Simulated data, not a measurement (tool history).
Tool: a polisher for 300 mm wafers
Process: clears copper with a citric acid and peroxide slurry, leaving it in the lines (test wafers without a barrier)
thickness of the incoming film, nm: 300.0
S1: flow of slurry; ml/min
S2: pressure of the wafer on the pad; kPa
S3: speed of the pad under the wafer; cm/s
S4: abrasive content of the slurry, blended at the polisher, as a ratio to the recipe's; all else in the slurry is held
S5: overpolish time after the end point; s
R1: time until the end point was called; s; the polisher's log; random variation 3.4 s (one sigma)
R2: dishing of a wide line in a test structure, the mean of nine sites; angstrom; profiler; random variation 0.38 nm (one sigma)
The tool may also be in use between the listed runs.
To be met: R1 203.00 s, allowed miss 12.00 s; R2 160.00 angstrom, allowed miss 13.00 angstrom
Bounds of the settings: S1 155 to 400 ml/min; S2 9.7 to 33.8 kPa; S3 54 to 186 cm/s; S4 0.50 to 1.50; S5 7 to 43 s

{"run": 1, "hour": 0.0, "S1": 255, "S2": 21.4, "S3": 118, "S4": 1.0, "S5": 22, "R1": 120.51, "R2": 166.4}
{"run": 2, "hour": 8.9, "S1": 255, "S2": 21.4, "S3": 118, "S4": 0.85, "S5": 22, "R1": 129.73, "R2": 161.54}
{"run": 3, "hour": 16.3, "S1": 255, "S2": 20.0, "S3": 118, "S4": 0.85, "S5": 23, "R1": 136.21, "R2": 164.27}
{"run": 4, "hour": 23.8, "S1": 255, "S2": 20.0, "S3": 118, "S4": 0.85, "S5": 32, "R1": 136.12, "R2": 175.45}
{"run": 5, "hour": 30.4, "S1": 255, "S2": 20.0, "S3": 144, "S4": 0.85, "S5": 32, "R1": 115.19, "R2": 181.83}
{"run": 6, "hour": 32.2, "S1": 255, "S2": 18.6, "S3": 142, "S4": 0.85, "S5": 32, "R1": 119.5, "R2": 183.95}
{"run": 7, "hour": 34.6, "S1": 255, "S2": 18.6, "S3": 142, "S4": 0.85, "S5": 32, "R1": 115.8, "R2": 187.36}
{"run": 8, "hour": 37.4, "S1": 255, "S2": 17.9, "S3": 136, "S4": 0.85, "S5": 31, "R1": 125.09, "R2": 167.54}
{"run": 9, "hour": 40.8, "S1": 255, "S2": 17.9, "S3": 130, "S4": 0.85, "S5": 32, "R1": 132.34, "R2": 184.48}
{"run": 10, "hour": 49.6, "S1": 250, "S2": 11.7, "S3": 122, "S4": 0.85, "S5": 30, "R1": 175.4, "R2": 163.38}
{"run": 11, "hour": 55.8, "S1": 250, "S2": 11.7, "S3": 120, "S4": 0.85, "S5": 30, "R1": 180.21, "R2": 160.29}

Which of these 5 next moves meets every target?
{"run": "A", "hour": 62.0, "S1": 215, "S2": 10.3, "S3": 102, "S4": 0.8, "S5": 38, "R1": "?", "R2": "?"}
{"run": "B", "hour": 62.0, "S1": 290, "S2": 17.9, "S3": 98, "S4": 1.0, "S5": 43, "R1": "?", "R2": "?"}
{"run": "C", "hour": 62.0, "S1": 270, "S2": 12.4, "S3": 110, "S4": 0.95, "S5": 29, "R1": "?", "R2": "?"}
{"run": "D", "hour": 62.0, "S1": 265, "S2": 9.7, "S3": 114, "S4": 0.95, "S5": 23, "R1": "?", "R2": "?"}
{"run": "E", "hour": 62.0, "S1": 240, "S2": 11.7, "S3": 106, "S4": 0.9, "S5": 31, "R1": "?", "R2": "?"}

move=A R1=232.41 R2=165.79
move=B R1=159.90 R2=187.98
move=C R1=182.22 R2=164.58
move=D R1=200.14 R2=143.66
move=E R1=200.06 R2=163.01
A: takes the result that was furthest off past its target
B: further off than the last run
C: nearer than the last run, and not there yet
D: brings the result that was furthest off to its target, and leaves another outside
E: meets every target
Move E is the one to make.
